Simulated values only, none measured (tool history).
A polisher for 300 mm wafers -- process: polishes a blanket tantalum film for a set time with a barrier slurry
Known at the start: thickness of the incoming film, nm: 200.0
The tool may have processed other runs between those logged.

| run | hour | flow of slurry (ml/min) | pressure of the wafer on the pad (kPa) | speed of the pad under the wafer (cm/s) | abrasive content of the slurry | polishing time (s) | film removed (nm) |
|---|---|---|---|---|---|---|---|
| 1 | 0 | 205 | 11 | 106 | 1 | 46 | 77.029 |
| 2 | 3.7 | 250 | 11 | 106 | 1 | 46 | 76.145 |
| 3 | 11.7 | 250 | 8.3 | 106 | 1 | 46 | 60.776 |
| 4 | 15.5 | 250 | 11 | 106 | 1 | 46 | 77.202 |
| 5 | 22 | 250 | 9.7 | 106 | 1 | 46 | 67.881 |
| 6 | 26.3 | 250 | 9.7 | 106 | 1 | 46 | 68.308 |

Expected results for the next run?
| 7 | 27.5 | 250 | 9 | 106 | 1 | 46 | ? |

film removed (nm): 64.338
